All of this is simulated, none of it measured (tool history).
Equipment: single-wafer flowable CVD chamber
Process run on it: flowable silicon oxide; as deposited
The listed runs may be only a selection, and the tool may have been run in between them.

run	hour	heater temperature setpoint (deg C)	chamber pressure (mTorr)	RF power (kW)	deposition time (s)	mean film thickness on the monitor wafer (Å)
1	0.0	105	803	2.535	923	5013.6
2	1.4	109	790	2.530	923	4352.3
3	2.9	109	719	2.530	923	3978.1
4	10.4	115	719	2.530	923	3316.1
5	13.7	115	792	2.530	923	3654.8
6	18.9	117	771	2.525	923	3343.8

Forecast run 7:
7	21.7	119	753	2.520	923	?

Run 7 came out at mean film thickness on the monitor wafer (Å) 3071.3.
